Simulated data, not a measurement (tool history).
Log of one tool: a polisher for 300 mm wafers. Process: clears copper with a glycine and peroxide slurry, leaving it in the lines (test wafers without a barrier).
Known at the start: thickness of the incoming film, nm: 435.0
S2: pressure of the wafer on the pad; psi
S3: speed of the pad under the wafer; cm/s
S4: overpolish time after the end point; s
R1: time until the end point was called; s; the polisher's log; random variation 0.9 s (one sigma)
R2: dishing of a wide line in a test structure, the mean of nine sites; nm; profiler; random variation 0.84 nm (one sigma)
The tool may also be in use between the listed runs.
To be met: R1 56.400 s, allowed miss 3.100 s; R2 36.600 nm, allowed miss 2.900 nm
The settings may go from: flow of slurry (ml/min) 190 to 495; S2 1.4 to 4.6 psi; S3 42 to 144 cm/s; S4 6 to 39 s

Run 1, hour 0.0: flow of slurry (ml/min) 320, S2 3.0 psi, S3 92 cm/s, S4 20 s. Result: R1 66.918 s, R2 71.152 nm.
Run 2, hour 7.4: flow of slurry (ml/min) 315, S2 2.8 psi, S3 100 cm/s, S4 17 s. Result: R1 65.370 s, R2 65.073 nm.
Run 3, hour 8.0: flow of slurry (ml/min) 330, S2 2.7 psi, S3 104 cm/s, S4 15 s. Result: R1 65.152 s, R2 60.631 nm.
Run 4, hour 13.5: flow of slurry (ml/min) 325, S2 2.6 psi, S3 108 cm/s, S4 13 s. Result: R1 66.090 s, R2 51.683 nm.
Run 5, hour 16.0: flow of slurry (ml/min) 375, S2 2.6 psi, S3 108 cm/s, S4 13 s. Result: R1 66.965 s, R2 53.590 nm.
Run 6, hour 22.2: flow of slurry (ml/min) 375, S2 2.6 psi, S3 108 cm/s, S4 17 s. Result: R1 65.762 s, R2 63.368 nm.
Run 7, hour 28.9: flow of slurry (ml/min) 340, S2 2.5 psi, S3 116 cm/s, S4 15 s. Result: R1 63.167 s, R2 60.183 nm.
Run 8, hour 33.1: flow of slurry (ml/min) 310, S2 2.4 psi, S3 120 cm/s, S4 13 s. Result: R1 63.570 s, R2 54.566 nm.
Run 9, hour 36.2: flow of slurry (ml/min) 285, S2 2.3 psi, S3 124 cm/s, S4 12 s. Result: R1 66.272 s, R2 47.478 nm.
Run 10, hour 37.5: flow of slurry (ml/min) 265, S2 2.3 psi, S3 128 cm/s, S4 11 s. Result: R1 64.835 s, R2 45.987 nm.
Run 11, hour 43.0: flow of slurry (ml/min) 250, S2 2.3 psi, S3 132 cm/s, S4 10 s. Result: R1 62.832 s, R2 43.443 nm.
Run 12, hour 44.2: flow of slurry (ml/min) 250, S2 2.3 psi, S3 132 cm/s, S4 10 s. Result: R1 60.752 s, R2 43.627 nm.
Run 13, hour 53.2: flow of slurry (ml/min) 240, S2 2.3 psi, S3 132 cm/s, S4 9 s. Result: R1 63.442 s, R2 39.102 nm.
Run 14, hour 54.7: flow of slurry (ml/min) 240, S2 2.4 psi, S3 132 cm/s, S4 8 s. Result: R1 61.449 s, R2 37.566 nm.

4 next moves are on the table. One of them brings every result within its allowed miss. Which?
Run A, hour 56.2: flow of slurry (ml/min) 270, S2 2.4 psi, S3 142 cm/s, S4 7 s. Result: R1 ?, R2 ?.
Run B, hour 56.2: flow of slurry (ml/min) 210, S2 2.9 psi, S3 104 cm/s, S4 8 s. Result: R1 ?, R2 ?.
Run C, hour 56.2: flow of slurry (ml/min) 265, S2 2.1 psi, S3 124 cm/s, S4 10 s. Result: R1 ?, R2 ?.
Run D, hour 56.2: flow of slurry (ml/min) 240, S2 2.0 psi, S3 130 cm/s, S4 9 s. Result: R1 ?, R2 ?.

move      R1      R2
   A  57.072  34.901
   B  64.594  35.638
   C  71.458  38.872
   D  72.208  35.155
A: meets every target
B: further off than the last run
C: further off than the last run
D: further off than the last run
Move A is the one to make.
